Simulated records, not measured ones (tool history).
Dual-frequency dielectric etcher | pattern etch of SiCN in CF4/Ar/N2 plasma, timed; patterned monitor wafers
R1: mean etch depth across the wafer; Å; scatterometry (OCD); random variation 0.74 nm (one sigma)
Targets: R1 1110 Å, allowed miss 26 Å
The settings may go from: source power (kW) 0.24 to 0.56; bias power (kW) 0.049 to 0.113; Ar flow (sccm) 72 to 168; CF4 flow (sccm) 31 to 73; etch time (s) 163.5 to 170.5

Run 1, hour 0: source power (kW) 0.4, bias power (kW) 0.081, Ar flow (sccm) 120, CF4 flow (sccm) 52, etch time (s) 163.5. Result: R1 1265.2 Å.
Run 2, hour 2.3: source power (kW) 0.38, bias power (kW) 0.081, Ar flow (sccm) 120, CF4 flow (sccm) 52, etch time (s) 163.5. Result: R1 1205.6 Å.
Run 3, hour 3: source power (kW) 0.38, bias power (kW) 0.081, Ar flow (sccm) 105, CF4 flow (sccm) 52, etch time (s) 163.5. Result: R1 1214.9 Å.
Run 4, hour 5.2: source power (kW) 0.38, bias power (kW) 0.081, Ar flow (sccm) 114, CF4 flow (sccm) 52, etch time (s) 163.5. Result: R1 1238.4 Å.
At hour 9: Ar flow controller replaced.
Run 5, hour 9: source power (kW) 0.36, bias power (kW) 0.081, Ar flow (sccm) 114, CF4 flow (sccm) 52, etch time (s) 163.5. Result: R1 1193.1 Å.
Run 6, hour 13.1: source power (kW) 0.36, bias power (kW) 0.081, Ar flow (sccm) 114, CF4 flow (sccm) 58, etch time (s) 163.5. Result: R1 1201.5 Å.
Run 7, hour 14.5: source power (kW) 0.35, bias power (kW) 0.081, Ar flow (sccm) 114, CF4 flow (sccm) 58, etch time (s) 163.5. Result: R1 1178.3 Å.
Run 8, hour 16.8: source power (kW) 0.34, bias power (kW) 0.081, Ar flow (sccm) 114, CF4 flow (sccm) 58, etch time (s) 163.5. Result: R1 1148.3 Å.

5 next moves are on the table. One of them brings every result within its allowed miss. Which?
Run A, hour 19.1: source power (kW) 0.31, bias power (kW) 0.083, Ar flow (sccm) 123, CF4 flow (sccm) 57, etch time (s) 163.5. Result: R1 ?.
Run B, hour 19.1: source power (kW) 0.33, bias power (kW) 0.08, Ar flow (sccm) 112, CF4 flow (sccm) 57, etch time (s) 163.5. Result: R1 ?.
Run C, hour 19.1: source power (kW) 0.29, bias power (kW) 0.086, Ar flow (sccm) 120, CF4 flow (sccm) 59, etch time (s) 167.5. Result: R1 ?.
Run D, hour 19.1: source power (kW) 0.27, bias power (kW) 0.099, Ar flow (sccm) 114, CF4 flow (sccm) 68, etch time (s) 163.5. Result: R1 ?.
Run E, hour 19.1: source power (kW) 0.27, bias power (kW) 0.088, Ar flow (sccm) 102, CF4 flow (sccm) 67, etch time (s) 170.5. Result: R1 ?.

move      R1
   A  1068.4
   B  1123.4
   C  1060.1
   D  1052.9
   E  1070.3
A: takes the result that was furthest off past its target
B: meets every target
C: takes the result that was furthest off past its target
D: takes the result that was furthest off past its target
E: takes the result that was furthest off past its target
Move B is the one to make.
